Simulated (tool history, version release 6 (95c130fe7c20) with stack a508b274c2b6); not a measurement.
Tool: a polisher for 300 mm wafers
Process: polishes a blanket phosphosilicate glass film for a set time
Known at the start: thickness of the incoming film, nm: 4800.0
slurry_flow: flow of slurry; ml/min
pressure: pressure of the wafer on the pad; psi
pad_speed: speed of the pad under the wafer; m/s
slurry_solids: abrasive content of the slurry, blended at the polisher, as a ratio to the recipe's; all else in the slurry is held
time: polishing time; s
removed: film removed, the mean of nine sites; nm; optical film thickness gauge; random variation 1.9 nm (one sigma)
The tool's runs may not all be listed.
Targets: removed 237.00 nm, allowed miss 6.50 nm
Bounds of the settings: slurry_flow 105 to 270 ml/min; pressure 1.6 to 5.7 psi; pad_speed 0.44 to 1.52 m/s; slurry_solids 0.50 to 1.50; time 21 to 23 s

Run 1, day 0.000: slurry_flow 175 ml/min, pressure 3.6 psi, pad_speed 0.98 m/s, slurry_solids 1.00, time 23 s. Result: removed 196.46 nm.
Run 2, day 0.271: slurry_flow 175 ml/min, pressure 3.6 psi, pad_speed 0.98 m/s, slurry_solids 0.85, time 23 s. Result: removed 183.76 nm.
Run 3, day 0.446: slurry_flow 155 ml/min, pressure 3.6 psi, pad_speed 0.98 m/s, slurry_solids 0.85, time 23 s. Result: removed 180.84 nm.
Run 4, day 0.725: slurry_flow 155 ml/min, pressure 3.6 psi, pad_speed 0.98 m/s, slurry_solids 1.05, time 23 s. Result: removed 199.10 nm.
Run 5, day 0.967: slurry_flow 155 ml/min, pressure 3.6 psi, pad_speed 1.16 m/s, slurry_solids 1.05, time 23 s. Result: removed 224.89 nm.
Run 6, day 1.054: slurry_flow 160 ml/min, pressure 3.6 psi, pad_speed 1.16 m/s, slurry_solids 1.05, time 23 s. Result: removed 230.69 nm.
Run 7, day 1.317: slurry_flow 165 ml/min, pressure 3.6 psi, pad_speed 1.16 m/s, slurry_solids 1.05, time 23 s. Result: removed 227.92 nm.
Run 8, day 1.546: slurry_flow 165 ml/min, pressure 3.6 psi, pad_speed 1.16 m/s, slurry_solids 1.05, time 23 s. Result: removed 226.91 nm.

5 next moves are on the table. One of them brings every result within its allowed miss. Which?
Run A, day 1.775: slurry_flow 200 ml/min, pressure 3.9 psi, pad_speed 1.00 m/s, slurry_solids 1.00, time 23 s. Result: removed ?.
Run B, day 1.775: slurry_flow 150 ml/min, pressure 3.6 psi, pad_speed 1.00 m/s, slurry_solids 1.35, time 23 s. Result: removed ?.
Run C, day 1.775: slurry_flow 185 ml/min, pressure 2.9 psi, pad_speed 1.42 m/s, slurry_solids 0.90, time 23 s. Result: removed ?.
Run D, day 1.775: slurry_flow 135 ml/min, pressure 3.4 psi, pad_speed 1.38 m/s, slurry_solids 1.05, time 21 s. Result: removed ?.
Run E, day 1.775: slurry_flow 175 ml/min, pressure 3.7 psi, pad_speed 1.18 m/s, slurry_solids 1.05, time 23 s. Result: removed ?.

move  removed
   A   215.92
   B   213.89
   C   206.48
   D   213.16
   E   234.08
A: further off than the last run
B: further off than the last run
C: further off than the last run
D: further off than the last run
E: meets every target
Answer: E
